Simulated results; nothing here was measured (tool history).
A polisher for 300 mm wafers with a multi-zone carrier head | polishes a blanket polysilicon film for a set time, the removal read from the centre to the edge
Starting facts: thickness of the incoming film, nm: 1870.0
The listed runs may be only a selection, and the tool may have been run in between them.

| run | hour | flow of slurry (ml/min) | pressure of the head's centre zone | pressure of the head's middle zone | pressure of the head's edge zone | polishing time (s) | film removed at the wafer's centre (nm) | film removed at mid-radius (nm) | film removed at the wafer's edge (nm) |
|---|---|---|---|---|---|---|---|---|---|
| 1 | 0.0 | 220 | 1.00 | 1.00 | 1.00 | 64 | 593.00 | 622.62 | 601.81 |
| 2 | 0.8 | 220 | 1.00 | 1.00 | 1.00 | 49 | 459.39 | 474.86 | 468.81 |
| 3 | 9.4 | 220 | 1.00 | 1.03 | 1.00 | 49 | 456.13 | 486.76 | 469.39 |
| 4 | 16.6 | 215 | 1.04 | 1.03 | 0.94 | 46 | 444.20 | 457.93 | 420.96 |
| 5 | 17.4 | 215 | 1.04 | 1.06 | 0.94 | 46 | 443.61 | 465.17 | 415.81 |
| 6 | 23.7 | 215 | 1.04 | 1.06 | 0.88 | 46 | 452.58 | 471.55 | 406.13 |
| 7 | 30.6 | 215 | 1.04 | 1.06 | 0.88 | 46 | 460.65 | 464.68 | 402.76 |
| 8 | 39.0 | 200 | 1.04 | 1.04 | 0.86 | 45 | 442.33 | 448.37 | 388.68 |
| 9 | 43.8 | 185 | 1.05 | 1.02 | 0.85 | 45 | 433.89 | 433.88 | 386.18 |
| 10 | 51.2 | 175 | 1.07 | 1.01 | 0.84 | 45 | 449.93 | 424.46 | 381.22 |

Estimate the outcome of run 11 from the log above:
| 11 | 51.8 | 165 | 1.07 | 1.01 | 0.83 | 45 | ? | ? | ? |

{"run 11": {"film removed at the wafer's centre (nm)": 422.9, "film removed at mid-radius (nm)": 421.18, "film removed at the wafer's edge (nm)": 386.12}}

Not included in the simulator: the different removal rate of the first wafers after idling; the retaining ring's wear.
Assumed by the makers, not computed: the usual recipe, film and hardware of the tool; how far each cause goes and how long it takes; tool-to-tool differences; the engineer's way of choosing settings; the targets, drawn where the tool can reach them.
